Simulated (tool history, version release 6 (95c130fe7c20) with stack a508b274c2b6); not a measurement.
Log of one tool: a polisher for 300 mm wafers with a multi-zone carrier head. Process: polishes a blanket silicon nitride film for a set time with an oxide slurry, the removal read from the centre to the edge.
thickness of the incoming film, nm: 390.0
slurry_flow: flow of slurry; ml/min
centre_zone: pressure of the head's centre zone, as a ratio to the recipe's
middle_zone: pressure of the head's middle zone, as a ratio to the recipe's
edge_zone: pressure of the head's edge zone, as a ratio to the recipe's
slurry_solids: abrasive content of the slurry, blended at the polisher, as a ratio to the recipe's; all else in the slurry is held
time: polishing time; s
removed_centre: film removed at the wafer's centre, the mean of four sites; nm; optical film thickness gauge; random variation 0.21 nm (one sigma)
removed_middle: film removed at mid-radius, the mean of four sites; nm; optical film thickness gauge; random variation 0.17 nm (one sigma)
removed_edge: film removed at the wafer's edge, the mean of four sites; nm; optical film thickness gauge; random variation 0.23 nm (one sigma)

run  hour  slurry_flow  centre_zone  middle_zone  edge_zone  slurry_solids  time  removed_centre  removed_middle  removed_edge
  1     0          195            1            1          1              1    66          39.103          39.103        39.361
  2   3.2          185         0.95         0.99       0.95           0.85    63          32.665          34.237        34.595
  3  10.2          185         0.95         1.02       0.95           0.85    63          32.289          35.195        34.165
  4  14.1          185         0.95         1.02       0.95           0.75    63          31.037          33.182          32.8
  5  17.1          185         1.04         1.02       0.95           0.75    63          34.093          33.314          32.1
  6  25.4          175         0.99         1.02       0.92           0.65    60           28.23           29.34         28.52
  7  32.3          155          0.9         1.02       0.82            0.5    59          21.301           24.77        22.568

Forecast run 8:
  8  36.5          165          0.9         1.01       0.84            0.5    59               ?               ?             ?

Run 8 gave removed_centre 21.94 nm, removed_middle 25.031 nm, removed_edge 23.109 nm.

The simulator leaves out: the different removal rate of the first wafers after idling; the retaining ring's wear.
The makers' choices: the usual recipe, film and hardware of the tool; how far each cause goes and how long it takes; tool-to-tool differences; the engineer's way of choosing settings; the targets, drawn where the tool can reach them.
